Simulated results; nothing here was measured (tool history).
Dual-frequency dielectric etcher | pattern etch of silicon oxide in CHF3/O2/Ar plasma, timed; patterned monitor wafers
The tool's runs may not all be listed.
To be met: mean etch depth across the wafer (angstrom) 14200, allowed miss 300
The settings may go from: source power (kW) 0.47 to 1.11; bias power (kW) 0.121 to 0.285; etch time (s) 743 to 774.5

run,hour,source power (kW),bias power (kW),etch time (s),mean etch depth across the wafer (angstrom)
1,0,0.79,0.203,743,16791
2,1.2,0.65,0.203,743,15573
3,7.7,0.63,0.202,743,15494
4,14.3,0.63,0.221,743,16052
5,18.6,0.61,0.217,743,15703
6,27.1,0.61,0.195,743,14996
7,33,0.6,0.194,743,14916
8,36.2,0.5,0.188,743,13829
9,43,0.51,0.188,743,13817

5 next moves are on the table. One of them brings every result within its allowed miss. Which?
A,49.8,0.47,0.183,743,?
B,49.8,0.49,0.219,750.5,?
C,49.8,0.6,0.166,753,?
D,49.8,0.54,0.198,761.5,?
E,49.8,0.47,0.182,751.5,?

move,mean etch depth across the wafer (angstrom)
A,13355
B,14758
C,14174
D,14853
E,13476
A: further off than the last run
B: takes the result that was furthest off past its target
C: meets every target
D: takes the result that was furthest off past its target
E: further off than the last run
Move C is the one to make.
